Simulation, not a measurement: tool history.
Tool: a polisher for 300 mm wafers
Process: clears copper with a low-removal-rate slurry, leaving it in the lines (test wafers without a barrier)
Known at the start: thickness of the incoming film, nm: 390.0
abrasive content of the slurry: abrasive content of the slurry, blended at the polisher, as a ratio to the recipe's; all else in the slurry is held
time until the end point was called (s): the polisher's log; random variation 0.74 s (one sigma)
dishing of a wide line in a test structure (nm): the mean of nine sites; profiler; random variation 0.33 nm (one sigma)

run	hour	flow of slurry (ml/min)	pressure of the wafer on the pad (kPa)	speed of the pad under the wafer (m/s)	abrasive content of the slurry	overpolish time after the end point (s)	time until the end point was called (s)	dishing of a wide line in a test structure (nm)
1	0.0	165	26.9	1.16	1.00	12	96.720	35.181
2	6.4	170	26.9	1.16	1.00	11	96.130	33.564
3	8.8	165	26.9	1.18	1.00	10	94.152	30.611
4	15.5	165	26.9	1.18	0.85	10	100.050	29.429
5	22.8	160	27.6	1.20	0.85	9	97.051	26.994
6	24.6	155	28.3	1.20	0.80	8	95.252	25.300
7	32.9	150	29.0	1.20	0.75	8	95.560	25.406
8	36.2	145	29.6	1.20	0.70	8	95.996	25.018

Run 9 comes next. What will it give?
# hour 39.2: head pressure recalibrated
9	39.2	140	30.3	1.20	0.70	8	?	?

{"run 9": {"time until the end point was called (s)": 83.292, "dishing of a wide line in a test structure (nm)": 28.615}}
